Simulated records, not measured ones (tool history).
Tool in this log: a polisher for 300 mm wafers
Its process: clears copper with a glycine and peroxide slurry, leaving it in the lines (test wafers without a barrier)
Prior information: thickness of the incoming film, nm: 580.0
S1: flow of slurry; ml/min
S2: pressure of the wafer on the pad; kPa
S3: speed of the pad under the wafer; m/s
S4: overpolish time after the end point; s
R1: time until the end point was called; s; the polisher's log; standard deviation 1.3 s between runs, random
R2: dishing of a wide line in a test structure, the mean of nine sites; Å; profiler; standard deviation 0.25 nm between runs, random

run 1 hour=0.0 | S1=145 S2=17.9 S3=0.84 S4=17 | R1=143.66 R2=367.89
run 2 hour=5.7 | S1=165 S2=17.9 S3=0.84 S4=17 | R1=141.46 R2=365.29
run 3 hour=7.8 | S1=185 S2=18.6 S3=0.88 S4=13 | R1=129.38 R2=319.44
run 4 hour=11.7 | S1=185 S2=18.6 S3=0.88 S4=9 | R1=131.67 R2=240.32
run 5 hour=13.5 | S1=185 S2=18.6 S3=0.76 S4=9 | R1=143.09 R2=221.46
run 6 hour=17.8 | S1=185 S2=18.6 S3=0.76 S4=13 | R1=141.64 R2=298.29

Run 7 is up next; what results do you expect?
run 7 hour=26.3 | S1=195 S2=20.0 S3=0.80 S4=11 | R1=? R2=?

{"run 7": {"R1": 128.64, "R2": 290.44}}
